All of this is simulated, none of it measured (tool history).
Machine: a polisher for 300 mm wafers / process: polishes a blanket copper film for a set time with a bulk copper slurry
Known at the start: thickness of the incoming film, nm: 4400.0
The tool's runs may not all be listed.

run,day,flow of slurry (ml/min),pressure of the wafer on the pad (psi),speed of the pad under the wafer (cm/s),abrasive content of the slurry,polishing time (s),film removed (nm)
1,0,220,2.4,112,1,29,276.53
2,0.092,220,2.4,112,1.1,29,284.91
3,0.442,195,2.4,112,1.1,29,278.33
4,0.625,195,2.4,112,1,29,275.7
5,0.971,195,2.8,112,1,29,312.05
6,1.283,195,2.2,108,1,29,245.08
7,1.404,190,1.6,104,1,29,186.83
8,1.5,190,1.5,104,1,29,181.38

Run 9 comes next. What will it give?
9,1.571,190,1.4,104,1,29,?

{"run 9": {"film removed (nm)": 169.44}}
